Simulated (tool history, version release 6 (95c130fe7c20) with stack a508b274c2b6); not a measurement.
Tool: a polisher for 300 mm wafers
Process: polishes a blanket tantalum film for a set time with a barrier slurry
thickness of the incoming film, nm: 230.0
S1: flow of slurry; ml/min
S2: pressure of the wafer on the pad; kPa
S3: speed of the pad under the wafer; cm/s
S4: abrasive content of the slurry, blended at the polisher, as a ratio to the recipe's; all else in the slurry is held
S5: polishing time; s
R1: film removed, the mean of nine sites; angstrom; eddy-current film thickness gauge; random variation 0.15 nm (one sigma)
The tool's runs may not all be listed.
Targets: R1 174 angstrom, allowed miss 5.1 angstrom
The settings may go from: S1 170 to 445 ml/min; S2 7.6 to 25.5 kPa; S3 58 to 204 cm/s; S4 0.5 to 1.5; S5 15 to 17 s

Run 1, hour 0: S1 285 ml/min, S2 16.5 kPa, S3 130 cm/s, S4 1, S5 17 s. Result: R1 359.9 angstrom.
Run 2, hour 2.8: S1 285 ml/min, S2 14.5 kPa, S3 130 cm/s, S4 1, S5 17 s. Result: R1 319.66 angstrom.
Run 3, hour 10.7: S1 285 ml/min, S2 14.5 kPa, S3 146 cm/s, S4 1, S5 17 s. Result: R1 356.36 angstrom.
Run 4, hour 19.5: S1 230 ml/min, S2 14.5 kPa, S3 146 cm/s, S4 1, S5 17 s. Result: R1 343.78 angstrom.
Run 5, hour 23.4: S1 230 ml/min, S2 17.2 kPa, S3 146 cm/s, S4 1, S5 17 s. Result: R1 420.96 angstrom.
Run 6, hour 32: S1 230 ml/min, S2 15.2 kPa, S3 146 cm/s, S4 1, S5 17 s. Result: R1 358.92 angstrom.
Run 7, hour 40.9: S1 225 ml/min, S2 13.1 kPa, S3 140 cm/s, S4 1, S5 17 s. Result: R1 302.79 angstrom.
Run 8, hour 48.3: S1 225 ml/min, S2 9 kPa, S3 106 cm/s, S4 1, S5 17 s. Result: R1 165.53 angstrom.

5 next moves are on the table. One of them brings every result within its allowed miss. Which?
Run A, hour 55.7: S1 270 ml/min, S2 8.3 kPa, S3 106 cm/s, S4 1.05, S5 17 s. Result: R1 ?.
Run B, hour 55.7: S1 185 ml/min, S2 8.3 kPa, S3 114 cm/s, S4 1.2, S5 16 s. Result: R1 ?.
Run C, hour 55.7: S1 200 ml/min, S2 11 kPa, S3 90 cm/s, S4 1, S5 16 s. Result: R1 ?.
Run D, hour 55.7: S1 190 ml/min, S2 10.3 kPa, S3 90 cm/s, S4 1, S5 17 s. Result: R1 ?.
Run E, hour 55.7: S1 175 ml/min, S2 12.4 kPa, S3 92 cm/s, S4 0.8, S5 17 s. Result: R1 ?.

move      R1
   A  156.66
   B  154.35
   C  155.84
   D  154.71
   E  175.26
A: further off than the last run
B: further off than the last run
C: further off than the last run
D: further off than the last run
E: meets every target
Move E is the one to make.
